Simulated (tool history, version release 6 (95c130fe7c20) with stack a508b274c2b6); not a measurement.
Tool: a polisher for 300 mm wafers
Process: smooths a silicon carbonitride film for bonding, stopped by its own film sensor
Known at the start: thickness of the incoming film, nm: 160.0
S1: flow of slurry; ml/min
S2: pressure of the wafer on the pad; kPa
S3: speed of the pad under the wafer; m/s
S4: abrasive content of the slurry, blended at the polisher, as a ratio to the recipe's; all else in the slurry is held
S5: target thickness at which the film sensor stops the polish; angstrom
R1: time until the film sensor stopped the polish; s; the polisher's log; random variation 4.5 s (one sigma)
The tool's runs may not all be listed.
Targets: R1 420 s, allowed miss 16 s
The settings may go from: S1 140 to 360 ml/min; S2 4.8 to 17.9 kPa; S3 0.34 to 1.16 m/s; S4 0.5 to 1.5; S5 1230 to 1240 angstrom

run,hour,S1,S2,S3,S4,S5,R1
1,0,230,11,0.74,1,1240,253.4
2,6,230,11,0.86,1,1240,226.61
3,14,230,13.1,0.86,1,1240,196.57
4,22.8,230,10.3,0.8,1,1240,260.64
5,29.4,230,10.3,0.96,1,1240,222.23
6,34.3,230,10.3,0.96,1,1240,224.22
7,40.5,230,9,0.9,1,1240,268.01
8,48.8,230,7.6,0.88,1,1240,328.41
9,55.4,230,6.9,0.88,1,1240,354.34
10,62.5,225,4.8,0.88,1,1240,502.42
11,65.2,250,4.8,0.88,1,1240,485.31

Which of these 4 next moves meets every target?
A,67.9,245,5.5,0.88,1.1,1230,?
B,67.9,240,6.9,0.78,0.8,1230,?
C,67.9,245,5.5,0.92,0.85,1240,?
D,67.9,265,5.5,0.78,0.95,1230,?

move,R1
A,422.85
B,460.98
C,464.2
D,501.99
A: meets every target
B: nearer than the last run, and not there yet
C: nearer than the last run, and not there yet
D: further off than the last run
The right move is A.

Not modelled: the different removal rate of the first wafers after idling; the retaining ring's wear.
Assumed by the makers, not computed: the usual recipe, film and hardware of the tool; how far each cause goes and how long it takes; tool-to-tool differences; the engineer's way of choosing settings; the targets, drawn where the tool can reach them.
